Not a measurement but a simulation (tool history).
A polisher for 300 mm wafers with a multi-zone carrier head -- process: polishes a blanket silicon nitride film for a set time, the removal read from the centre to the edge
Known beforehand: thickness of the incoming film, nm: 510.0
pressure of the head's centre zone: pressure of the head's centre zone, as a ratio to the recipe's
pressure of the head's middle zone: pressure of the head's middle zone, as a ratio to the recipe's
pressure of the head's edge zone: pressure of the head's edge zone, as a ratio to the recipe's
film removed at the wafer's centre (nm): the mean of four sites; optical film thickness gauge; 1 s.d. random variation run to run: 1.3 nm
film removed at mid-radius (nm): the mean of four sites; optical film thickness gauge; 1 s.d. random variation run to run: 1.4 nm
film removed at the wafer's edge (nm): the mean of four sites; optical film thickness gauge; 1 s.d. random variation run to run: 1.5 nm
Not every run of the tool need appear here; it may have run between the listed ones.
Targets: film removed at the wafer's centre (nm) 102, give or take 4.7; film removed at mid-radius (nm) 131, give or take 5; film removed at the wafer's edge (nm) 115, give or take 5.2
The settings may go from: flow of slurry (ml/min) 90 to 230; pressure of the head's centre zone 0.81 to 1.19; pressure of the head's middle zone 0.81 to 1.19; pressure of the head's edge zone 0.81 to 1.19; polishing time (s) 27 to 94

run,hour,flow of slurry (ml/min),pressure of the head's centre zone,pressure of the head's middle zone,pressure of the head's edge zone,polishing time (s),film removed at the wafer's centre (nm),film removed at mid-radius (nm),film removed at the wafer's edge (nm)
1,0,150,1,1,1,60,145.5,142.97,142.31
2,2.7,145,0.96,1.02,0.98,58,132.53,139.49,134.58
3,10.3,140,0.93,1.03,0.96,57,124.9,135.55,130.62
4,18.8,170,0.93,1.03,0.96,57,130.19,139.54,136.11
5,26.1,170,0.93,1.03,0.91,57,130.36,141.42,133.75
6,27.4,170,1,1.03,0.91,57,142.95,141.44,135.57
7,30.4,160,0.96,1.04,0.9,56,132.04,140.34,132.23
8,31.9,155,0.94,1.05,0.89,55,126.87,135.61,125.84
9,40.2,150,0.91,1.06,0.89,55,121.86,139.37,129.45
10,42.2,145,0.9,1.07,0.88,54,116.65,131.94,121.06
11,47.9,140,0.88,1.08,0.88,54,111.2,135.47,122.84
12,56.7,135,0.88,1.08,0.87,54,108.89,130.57,120.04
13,61.4,135,0.88,1.09,0.86,54,112.79,136.5,118.59
14,68.5,130,0.87,1.09,0.86,54,108.54,132.42,120.18
15,70.8,130,0.87,1.1,0.86,54,109.87,133.83,120.29

Of the 5 settings listed for the next run, only one would bring every result within its allowed miss of target. Which one?
A,73.1,120,0.9,0.99,0.9,57,?,?,?
B,73.1,135,0.98,1.11,0.81,51,?,?,?
C,73.1,130,0.81,1.01,0.93,56,?,?,?
D,73.1,125,0.85,1.12,0.85,53,?,?,?
E,73.1,90,0.96,1,0.83,61,?,?,?

move,film removed at the wafer's centre (nm),film removed at mid-radius (nm),film removed at the wafer's edge (nm)
A,115.73,127.53,124.72
B,116.86,129.59,109.56
C,104.71,130.19,125.86
D,102.94,133.2,114.24
E,118.55,125.16,121.53
A: misses by more than the last run did
B: misses by more than the last run did
C: corrects the largest miss of the last run, while another result sits out of spec
D: every result within its allowed miss
E: misses by more than the last run did
D meets every target.
